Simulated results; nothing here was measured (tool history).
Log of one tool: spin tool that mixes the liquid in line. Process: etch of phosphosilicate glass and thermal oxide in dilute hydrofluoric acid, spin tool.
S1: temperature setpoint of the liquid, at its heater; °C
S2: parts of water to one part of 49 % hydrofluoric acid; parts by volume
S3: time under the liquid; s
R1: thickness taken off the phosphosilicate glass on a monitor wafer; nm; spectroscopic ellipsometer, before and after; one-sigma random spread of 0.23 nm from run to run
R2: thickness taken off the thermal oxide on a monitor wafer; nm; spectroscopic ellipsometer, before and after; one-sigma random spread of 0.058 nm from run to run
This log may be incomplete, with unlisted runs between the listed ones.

{"run": 1, "hour": 0.0, "S1": 25.0, "S2": 235, "S3": 30, "R1": 13.297, "R2": 0.44412}
{"run": 2, "hour": 0.9, "S1": 22.0, "S2": 235, "S3": 30, "R1": 12.029, "R2": 0.43771}
{"run": 3, "hour": 2.5, "S1": 22.5, "S2": 225, "S3": 30, "R1": 12.615, "R2": 0.50841}
{"run": 4, "hour": 4.2, "S1": 23.0, "S2": 215, "S3": 30, "R1": 13.749, "R2": 0.49918}
{"run": 5, "hour": 8.2, "S1": 23.5, "S2": 210, "S3": 30, "R1": 14.738, "R2": 0.501}
{"run": 6, "hour": 11.4, "S1": 23.5, "S2": 205, "S3": 30, "R1": 15.197, "R2": 0.52182}
{"run": 7, "hour": 18.2, "S1": 23.5, "S2": 200, "S3": 30, "R1": 15.6, "R2": 0.58023}
{"run": 8, "hour": 21.9, "S1": 27.5, "S2": 175, "S3": 30, "R1": 20.74, "R2": 0.76321}
{"run": 9, "hour": 22.6, "S1": 27.5, "S2": 175, "S3": 30, "R1": 21.247, "R2": 0.82127}
{"run": 10, "hour": 24.0, "S1": 28.5, "S2": 175, "S3": 30, "R1": 21.628, "R2": 0.84987}

The next listed run, before its measurement:
{"run": 11, "hour": 25.6, "S1": 29.5, "S2": 175, "S3": 30, "R1": "?", "R2": "?"}

R1: 22.318 nm
R2: 0.89647 nm

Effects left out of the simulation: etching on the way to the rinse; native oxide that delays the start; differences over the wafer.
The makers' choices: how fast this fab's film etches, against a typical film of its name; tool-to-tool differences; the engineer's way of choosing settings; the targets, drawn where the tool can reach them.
